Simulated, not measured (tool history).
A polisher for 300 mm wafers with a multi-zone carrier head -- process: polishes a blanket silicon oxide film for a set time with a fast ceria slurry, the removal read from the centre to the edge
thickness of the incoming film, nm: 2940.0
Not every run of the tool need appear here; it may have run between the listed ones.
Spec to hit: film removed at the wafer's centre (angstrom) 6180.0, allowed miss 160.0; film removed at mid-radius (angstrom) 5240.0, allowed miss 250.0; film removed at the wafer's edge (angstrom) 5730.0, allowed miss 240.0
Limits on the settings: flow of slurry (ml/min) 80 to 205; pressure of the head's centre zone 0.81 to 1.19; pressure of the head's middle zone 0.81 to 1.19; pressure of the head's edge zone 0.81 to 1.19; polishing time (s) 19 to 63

run  hour  flow of slurry (ml/min)  pressure of the head's centre zone  pressure of the head's middle zone  pressure of the head's edge zone  polishing time (s)  film removed at the wafer's centre (angstrom)  film removed at mid-radius (angstrom)  film removed at the wafer's edge (angstrom)
  1   0.0                      135                                1.00                                1.00                              1.00                  41                                         9863.5                                 9533.6                                       9660.5
  2   7.7                      135                                1.00                                0.98                              0.98                  39                                         9367.9                                 8898.6                                       8994.3
  3   9.2                      135                                0.95                                0.98                              0.98                  39                                         8890.4                                 9005.7                                       9072.8
  4  11.0                      130                                0.96                                0.96                              0.97                  37                                         8528.6                                 8333.6                                       8468.8
  5  12.5                      130                                0.96                                0.96                              1.05                  37                                         8449.2                                 8332.7                                       8896.5
  6  15.5                      130                                0.96                                0.96                              1.05                  46                                        10515.0                                10246.0                                      10975.0
  7  19.9                      125                                0.96                                0.94                              1.03                  43                                         9698.1                                 9178.7                                       9979.7
  8  28.3                      120                                0.96                                0.93                              1.01                  41                                         9125.2                                 8675.2                                       9279.2
  9  32.9                      115                                0.96                                0.91                              1.00                  39                                         8737.6                                 8118.9                                       9039.6
 10  34.5                      115                                0.96                                0.90                              0.98                  37                                         8127.8                                 7730.6                                       8465.8
 11  37.7                      115                                0.97                                0.89                              0.96                  35                                         7778.2                                 7357.2                                       7710.1
 12  40.9                      110                                0.98                                0.88                              0.96                  34                                         7464.6                                 6685.1                                       7596.5
 13  46.3                      110                                0.98                                0.88                              0.94                  33                                         7357.9                                 6682.2                                       7225.8
 14  47.8                      105                                0.98                                0.87                              0.93                  32                                         6991.9                                 6316.5                                       7047.3
 15  49.1                      105                                0.98                                0.87                              0.93                  32                                         6960.8                                 6216.5                                       7025.4
 16  51.1                      105                                0.98                                0.87                              0.92                  31                                         6842.6                                 6058.5                                       6685.5
 17  52.7                      105                                0.98                                0.87                              0.91                  31                                         6779.9                                 6035.1                                       6632.1
 18  54.1                      105                                0.98                                0.87                              0.90                  31                                         6761.9                                 6127.4                                       6672.0
 19  58.9                       95                                1.03                                0.82                              0.83                  25                                         5568.2                                 4526.0                                       5043.2
 20  59.8                      100                                1.03                                0.82                              0.84                  25                                         5654.3                                 4766.6                                       5246.0
 21  67.5                      135                                1.07                                0.81                              0.89                  25                                         6326.7                                 4797.6                                       5509.4
 22  73.9                      135                                1.06                                0.82                              0.89                  25                                         6269.7                                 4920.4                                       5631.3

Which of these 4 next moves meets every target?
  A  80.3                      140                                1.04                                0.94                              0.81                  26                                              ?                                      ?                                            ?
  B  80.3                      150                                1.06                                0.81                              0.93                  24                                              ?                                      ?                                            ?
  C  80.3                      115                                1.01                                0.84                              0.86                  27                                              ?                                      ?                                            ?
  D  80.3                      130                                1.10                                0.81                              1.06                  24                                              ?                                      ?                                            ?

move  film removed at the wafer's centre (angstrom)  film removed at mid-radius (angstrom)  film removed at the wafer's edge (angstrom)
   A                                         6482.2                                 5874.4                                       5670.6
   B                                         6166.1                                 4856.9                                       5632.4
   C                                         6260.7                                 5333.9                                       5881.5
   D                                         6170.9                                 4722.6                                       5881.2
A: takes the result that was furthest off past its target
B: the biggest miss grows against the last run
C: in spec on every target
D: the biggest miss grows against the last run
The move that meets every target is C.

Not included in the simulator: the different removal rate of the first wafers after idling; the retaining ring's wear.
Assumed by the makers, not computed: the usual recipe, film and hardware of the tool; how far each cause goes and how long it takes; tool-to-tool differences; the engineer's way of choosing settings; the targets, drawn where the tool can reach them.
